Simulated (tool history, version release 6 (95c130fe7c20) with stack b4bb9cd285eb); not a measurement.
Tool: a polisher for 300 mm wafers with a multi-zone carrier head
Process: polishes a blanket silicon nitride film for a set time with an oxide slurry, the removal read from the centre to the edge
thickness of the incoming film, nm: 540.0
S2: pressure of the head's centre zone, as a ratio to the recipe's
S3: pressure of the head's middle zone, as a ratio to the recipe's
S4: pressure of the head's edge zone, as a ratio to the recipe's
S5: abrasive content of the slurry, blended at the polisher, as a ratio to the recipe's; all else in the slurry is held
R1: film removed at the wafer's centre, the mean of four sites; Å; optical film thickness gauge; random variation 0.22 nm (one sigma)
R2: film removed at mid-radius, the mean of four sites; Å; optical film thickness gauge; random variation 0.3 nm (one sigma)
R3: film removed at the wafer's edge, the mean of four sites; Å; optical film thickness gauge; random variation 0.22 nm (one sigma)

run 1 hour=0.0 | flow_of_slurry_(ml/min)=145 S2=1.00 S3=1.00 S4=1.00 S5=1.00 polishing_time_(s)=75 | R1=423.48 R2=430.30 R3=456.16
run 2 hour=4.6 | flow_of_slurry_(ml/min)=145 S2=1.00 S3=1.00 S4=1.00 S5=1.00 polishing_time_(s)=68 | R1=380.89 R2=388.79 R3=409.24
run 3 hour=11.2 | flow_of_slurry_(ml/min)=145 S2=1.08 S3=1.00 S4=1.00 S5=1.00 polishing_time_(s)=68 | R1=408.60 R2=390.32 R3=410.43
run 4 hour=18.7 | flow_of_slurry_(ml/min)=130 S2=1.08 S3=1.00 S4=1.00 S5=1.00 polishing_time_(s)=68 | R1=398.28 R2=382.36 R3=404.42
run 5 hour=21.8 | flow_of_slurry_(ml/min)=125 S2=1.06 S3=1.03 S4=0.95 S5=0.85 polishing_time_(s)=68 | R1=357.92 R2=357.98 R3=361.33
run 6 hour=23.7 | flow_of_slurry_(ml/min)=125 S2=1.06 S3=1.06 S4=0.95 S5=0.85 polishing_time_(s)=68 | R1=362.28 R2=369.07 R3=368.65

Run 7 comes next. What will it give?
-- hour=31.7 edge zone pressure recalibrated
run 7 hour=31.7 | flow_of_slurry_(ml/min)=125 S2=1.05 S3=1.09 S4=0.90 S5=0.75 polishing_time_(s)=68 | R1=? R2=? R3=?

R1: 338.15 Å
R2: 356.62 Å
R3: 318.92 Å

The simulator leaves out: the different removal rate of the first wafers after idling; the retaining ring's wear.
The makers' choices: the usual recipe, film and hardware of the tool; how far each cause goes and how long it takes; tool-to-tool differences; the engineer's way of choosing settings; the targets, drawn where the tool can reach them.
